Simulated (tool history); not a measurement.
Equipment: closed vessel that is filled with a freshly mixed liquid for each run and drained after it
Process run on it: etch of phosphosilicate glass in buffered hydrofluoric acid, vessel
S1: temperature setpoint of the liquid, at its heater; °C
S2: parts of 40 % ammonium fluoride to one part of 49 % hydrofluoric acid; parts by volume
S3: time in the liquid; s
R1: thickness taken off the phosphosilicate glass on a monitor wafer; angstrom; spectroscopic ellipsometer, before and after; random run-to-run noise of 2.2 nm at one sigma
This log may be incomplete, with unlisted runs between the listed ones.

Run 1, hour 0.0: S1 25 °C, S2 23.0 parts by volume, S3 85 s. Result: R1 3551.9 angstrom.
Run 2, hour 3.8: S1 25 °C, S2 23.0 parts by volume, S3 85 s. Result: R1 3559.1 angstrom.
Run 3, hour 6.0: S1 26 °C, S2 22.0 parts by volume, S3 85 s. Result: R1 3859.7 angstrom.
Run 4, hour 8.7: S1 24 °C, S2 22.0 parts by volume, S3 85 s. Result: R1 3448.7 angstrom.
Run 5, hour 16.7: S1 24 °C, S2 22.0 parts by volume, S3 85 s. Result: R1 3471.8 angstrom.
Run 6, hour 20.2: S1 24 °C, S2 22.0 parts by volume, S3 95 s. Result: R1 3871.5 angstrom.
Run 7, hour 25.7: S1 25 °C, S2 22.0 parts by volume, S3 95 s. Result: R1 4091.8 angstrom.
Run 8, hour 30.5: S1 26 °C, S2 21.5 parts by volume, S3 95 s. Result: R1 4370.9 angstrom.
Run 9, hour 32.9: S1 27 °C, S2 21.0 parts by volume, S3 95 s. Result: R1 4687.9 angstrom.
Run 10, hour 33.9: S1 27 °C, S2 21.0 parts by volume, S3 95 s. Result: R1 4721.9 angstrom.
Run 11, hour 41.2: S1 28 °C, S2 20.5 parts by volume, S3 95 s. Result: R1 5014.8 angstrom.
Run 12, hour 42.5: S1 32 °C, S2 18.0 parts by volume, S3 95 s. Result: R1 7026.3 angstrom.

Predict the results of run 13:
Run 13, hour 49.2: S1 31 °C, S2 18.0 parts by volume, S3 95 s. Result: R1 ?.

Run 13 yielded R1 6669.8 angstrom.

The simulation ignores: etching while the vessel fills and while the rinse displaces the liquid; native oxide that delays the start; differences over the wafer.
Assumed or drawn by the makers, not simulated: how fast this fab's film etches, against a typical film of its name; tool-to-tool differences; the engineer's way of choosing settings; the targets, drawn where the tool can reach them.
